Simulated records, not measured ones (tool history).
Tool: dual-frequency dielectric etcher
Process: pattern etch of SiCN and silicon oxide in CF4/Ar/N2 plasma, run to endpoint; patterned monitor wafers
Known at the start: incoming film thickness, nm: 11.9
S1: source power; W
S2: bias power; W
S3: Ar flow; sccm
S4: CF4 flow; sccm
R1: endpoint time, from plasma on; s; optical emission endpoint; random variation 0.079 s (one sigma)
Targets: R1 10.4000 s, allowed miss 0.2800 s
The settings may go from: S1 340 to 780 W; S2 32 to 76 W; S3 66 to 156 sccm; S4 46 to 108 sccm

run    day   S1  S2   S3  S4       R1
  1  0.000  560  54  111  77  12.8550
  2  0.304  560  54  111  70  13.0490
  3  0.658  560  54  124  70  13.4070
  4  0.988  590  54  124  70  12.8590
  5  1.267  610  54  124  70  12.7510
  6  1.367  610  47  124  70  12.9500
  7  1.654  640  48  124  70  12.5690
  8  1.829  750  53  119  72  11.1440

Which of these 4 next moves meets every target?
  A  2.004  690  56  117  58   ?
  B  2.004  780  66  114  67   ?
  C  2.004  780  76  106  84   ?
  D  2.004  780  72  107  76   ?

move       R1
   A  12.1350
   B  10.5320
   C   9.6994
   D  10.0080
A: further off than the last run
B: meets every target
C: takes the result that was furthest off past its target
D: takes the result that was furthest off past its target
Answer: B

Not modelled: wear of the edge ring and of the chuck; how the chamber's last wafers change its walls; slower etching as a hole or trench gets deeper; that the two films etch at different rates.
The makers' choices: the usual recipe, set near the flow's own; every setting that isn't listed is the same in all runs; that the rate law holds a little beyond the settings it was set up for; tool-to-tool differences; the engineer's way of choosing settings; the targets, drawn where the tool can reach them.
